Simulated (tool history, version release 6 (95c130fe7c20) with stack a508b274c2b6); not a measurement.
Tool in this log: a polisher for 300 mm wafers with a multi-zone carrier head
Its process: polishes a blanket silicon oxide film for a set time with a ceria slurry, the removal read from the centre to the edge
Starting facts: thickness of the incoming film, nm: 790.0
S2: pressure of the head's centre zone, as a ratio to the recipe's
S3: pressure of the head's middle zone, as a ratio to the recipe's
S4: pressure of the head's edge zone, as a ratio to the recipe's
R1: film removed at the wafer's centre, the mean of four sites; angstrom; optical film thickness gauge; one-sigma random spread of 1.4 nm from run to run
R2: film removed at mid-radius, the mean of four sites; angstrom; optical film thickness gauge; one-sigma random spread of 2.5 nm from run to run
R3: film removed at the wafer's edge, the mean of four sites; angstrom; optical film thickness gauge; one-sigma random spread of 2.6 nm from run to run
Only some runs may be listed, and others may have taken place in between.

run 1 hour=0.0 | flow_of_slurry_(ml/min)=290 S2=1.00 S3=1.00 S4=1.00 polishing_time_(s)=42 | R1=1467.8 R2=1433.7 R3=1445.6
run 2 hour=7.9 | flow_of_slurry_(ml/min)=290 S2=1.00 S3=0.99 S4=1.03 polishing_time_(s)=45 | R1=1566.1 R2=1547.7 R3=1593.2
run 3 hour=12.9 | flow_of_slurry_(ml/min)=290 S2=1.01 S3=0.98 S4=1.05 polishing_time_(s)=47 | R1=1626.9 R2=1586.5 R3=1673.4
run 4 hour=16.8 | flow_of_slurry_(ml/min)=290 S2=1.01 S3=0.98 S4=1.05 polishing_time_(s)=41 | R1=1440.1 R2=1371.7 R3=1448.0
run 5 hour=18.7 | flow_of_slurry_(ml/min)=290 S2=1.01 S3=0.98 S4=1.11 polishing_time_(s)=41 | R1=1428.9 R2=1386.3 R3=1482.5
run 6 hour=19.8 | flow_of_slurry_(ml/min)=290 S2=1.02 S3=0.97 S4=1.12 polishing_time_(s)=44 | R1=1549.5 R2=1450.4 R3=1597.5
run 7 hour=21.2 | flow_of_slurry_(ml/min)=290 S2=1.02 S3=0.97 S4=1.13 polishing_time_(s)=46 | R1=1634.7 R2=1503.4 R3=1689.4
run 8 hour=24.7 | flow_of_slurry_(ml/min)=290 S2=1.02 S3=0.97 S4=1.14 polishing_time_(s)=48 | R1=1684.1 R2=1586.7 R3=1756.3

What does the tool deliver on the next run?
run 9 hour=33.5 | flow_of_slurry_(ml/min)=290 S2=1.02 S3=0.96 S4=1.15 polishing_time_(s)=50 | R1=? R2=? R3=?

Run 9 gave R1 1755.7 angstrom, R2 1635.7 angstrom, R3 1874.5 angstrom.
